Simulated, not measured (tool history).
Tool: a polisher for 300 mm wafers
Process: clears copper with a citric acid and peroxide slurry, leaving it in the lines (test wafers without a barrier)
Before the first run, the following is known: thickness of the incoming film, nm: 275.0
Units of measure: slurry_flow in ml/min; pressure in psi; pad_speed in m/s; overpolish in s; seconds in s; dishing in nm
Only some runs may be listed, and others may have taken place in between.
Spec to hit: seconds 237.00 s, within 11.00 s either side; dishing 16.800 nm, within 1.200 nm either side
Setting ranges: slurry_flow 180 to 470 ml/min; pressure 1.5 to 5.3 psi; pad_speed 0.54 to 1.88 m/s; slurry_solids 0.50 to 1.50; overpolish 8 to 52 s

{"run": 1, "hour": 0.0, "slurry_flow": 300, "pressure": 3.4, "pad_speed": 1.2, "slurry_solids": 1.0, "overpolish": 26, "seconds": 104.67, "dishing": 34.592}
{"run": 2, "hour": 1.4, "slurry_flow": 300, "pressure": 3.4, "pad_speed": 0.9, "slurry_solids": 1.0, "overpolish": 26, "seconds": 135.78, "dishing": 28.925}
{"run": 3, "hour": 10.3, "slurry_flow": 240, "pressure": 3.4, "pad_speed": 0.9, "slurry_solids": 1.0, "overpolish": 26, "seconds": 135.77, "dishing": 28.449}
{"run": 4, "hour": 17.5, "slurry_flow": 240, "pressure": 3.0, "pad_speed": 0.88, "slurry_solids": 1.0, "overpolish": 25, "seconds": 161.29, "dishing": 25.653}
{"run": 5, "hour": 19.3, "slurry_flow": 240, "pressure": 2.8, "pad_speed": 0.88, "slurry_solids": 1.0, "overpolish": 23, "seconds": 170.88, "dishing": 21.447}
{"run": 6, "hour": 25.7, "slurry_flow": 240, "pressure": 2.6, "pad_speed": 0.88, "slurry_solids": 1.0, "overpolish": 23, "seconds": 180.34, "dishing": 21.738}
{"run": 7, "hour": 31.8, "slurry_flow": 240, "pressure": 2.6, "pad_speed": 0.88, "slurry_solids": 1.0, "overpolish": 23, "seconds": 178.91, "dishing": 21.117}
{"run": 8, "hour": 33.0, "slurry_flow": 240, "pressure": 2.4, "pad_speed": 0.88, "slurry_solids": 1.0, "overpolish": 23, "seconds": 195.32, "dishing": 19.641}
{"run": 9, "hour": 37.2, "slurry_flow": 240, "pressure": 1.8, "pad_speed": 0.86, "slurry_solids": 1.0, "overpolish": 22, "seconds": 269.84, "dishing": 14.607}
{"run": 10, "hour": 42.5, "slurry_flow": 240, "pressure": 1.8, "pad_speed": 0.86, "slurry_solids": 1.0, "overpolish": 22, "seconds": 265.9, "dishing": 14.333}
{"run": 11, "hour": 47.2, "slurry_flow": 240, "pressure": 1.9, "pad_speed": 0.86, "slurry_solids": 1.0, "overpolish": 22, "seconds": 250.18, "dishing": 15.582}

Pick the move, out of 4, that brings all results within their allowed miss; only one does.
{"run": "A", "hour": 51.9, "slurry_flow": 230, "pressure": 2.1, "pad_speed": 0.84, "slurry_solids": 0.9, "overpolish": 27, "seconds": "?", "dishing": "?"}
{"run": "B", "hour": 51.9, "slurry_flow": 190, "pressure": 2.3, "pad_speed": 0.7, "slurry_solids": 1.35, "overpolish": 19, "seconds": "?", "dishing": "?"}
{"run": "C", "hour": 51.9, "slurry_flow": 230, "pressure": 1.9, "pad_speed": 0.92, "slurry_solids": 0.95, "overpolish": 23, "seconds": "?", "dishing": "?"}
{"run": "D", "hour": 51.9, "slurry_flow": 250, "pressure": 1.9, "pad_speed": 0.78, "slurry_solids": 1.05, "overpolish": 27, "seconds": "?", "dishing": "?"}

move=A seconds=246.25 dishing=18.406
move=B seconds=242.26 dishing=13.939
move=C seconds=245.45 dishing=16.108
move=D seconds=274.48 dishing=16.786
A: meets the target for the result that was furthest off, but another lies outside its allowed miss
B: meets the target for the result that was furthest off, but another lies outside its allowed miss
C: hits every target within its allowed miss
D: moves away from the targets compared with the last run
Move C is the one to make.

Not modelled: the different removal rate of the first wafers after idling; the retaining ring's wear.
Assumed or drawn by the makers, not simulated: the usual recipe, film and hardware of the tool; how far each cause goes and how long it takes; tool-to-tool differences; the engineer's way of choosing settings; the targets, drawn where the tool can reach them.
